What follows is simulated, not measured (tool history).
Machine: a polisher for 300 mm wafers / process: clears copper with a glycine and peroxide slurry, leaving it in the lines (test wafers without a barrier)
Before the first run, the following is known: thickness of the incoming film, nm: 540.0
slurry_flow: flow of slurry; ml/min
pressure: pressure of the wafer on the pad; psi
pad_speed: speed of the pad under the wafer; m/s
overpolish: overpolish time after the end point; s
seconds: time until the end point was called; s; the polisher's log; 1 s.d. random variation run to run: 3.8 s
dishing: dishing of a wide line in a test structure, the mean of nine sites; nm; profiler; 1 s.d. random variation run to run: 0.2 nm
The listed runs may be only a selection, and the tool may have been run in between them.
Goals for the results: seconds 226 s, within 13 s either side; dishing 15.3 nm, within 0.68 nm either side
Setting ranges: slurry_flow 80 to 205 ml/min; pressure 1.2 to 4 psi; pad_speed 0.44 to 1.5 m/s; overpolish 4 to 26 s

run 1 hour=0 | slurry_flow=135 pressure=2.6 pad_speed=0.96 overpolish=13 | seconds=119.85 dishing=40.776
run 2 hour=6 | slurry_flow=135 pressure=2.6 pad_speed=0.96 overpolish=7 | seconds=121.42 dishing=24.166
run 3 hour=14 | slurry_flow=130 pressure=2.3 pad_speed=0.92 overpolish=7 | seconds=137.98 dishing=21.018
run 4 hour=19.2 | slurry_flow=125 pressure=2.1 pad_speed=0.88 overpolish=8 | seconds=157.14 dishing=22.075
run 5 hour=20.3 | slurry_flow=125 pressure=2.1 pad_speed=0.88 overpolish=4 | seconds=151.1 dishing=11.615
run 6 hour=24 | slurry_flow=120 pressure=1.9 pad_speed=0.86 overpolish=5 | seconds=162.91 dishing=13.156
run 7 hour=29.2 | slurry_flow=115 pressure=1.8 pad_speed=0.84 overpolish=6 | seconds=179.37 dishing=15.058
run 8 hour=35.5 | slurry_flow=110 pressure=1.7 pad_speed=0.84 overpolish=6 | seconds=180.65 dishing=13.96
run 9 hour=40.9 | slurry_flow=110 pressure=1.6 pad_speed=0.82 overpolish=7 | seconds=191.68 dishing=15.397
run 10 hour=41.9 | slurry_flow=110 pressure=1.5 pad_speed=0.82 overpolish=7 | seconds=200.55 dishing=14.861
run 11 hour=44.1 | slurry_flow=110 pressure=1.4 pad_speed=0.82 overpolish=7 | seconds=213.84 dishing=14.555

Exercise: of the 4 proposed moves below, exactly one satisfies all targets within the stated allowed misses. Which move is it?
run A hour=46.3 | slurry_flow=100 pressure=1.3 pad_speed=0.8 overpolish=8 | seconds=? dishing=?
run B hour=46.3 | slurry_flow=100 pressure=1.4 pad_speed=0.74 overpolish=7 | seconds=? dishing=?
run C hour=46.3 | slurry_flow=140 pressure=1.5 pad_speed=0.78 overpolish=7 | seconds=? dishing=?
run D hour=46.3 | slurry_flow=130 pressure=1.4 pad_speed=0.74 overpolish=7 | seconds=? dishing=?

move=A seconds=226 dishing=15.477
move=B seconds=228.06 dishing=13.556
move=C seconds=196.01 dishing=15.634
move=D seconds=213.21 dishing=14.446
A: all results in spec
B: the biggest miss grows against the last run
C: corrects the largest miss of the last run, while another result sits out of spec
D: the biggest miss grows against the last run
The right move is A.

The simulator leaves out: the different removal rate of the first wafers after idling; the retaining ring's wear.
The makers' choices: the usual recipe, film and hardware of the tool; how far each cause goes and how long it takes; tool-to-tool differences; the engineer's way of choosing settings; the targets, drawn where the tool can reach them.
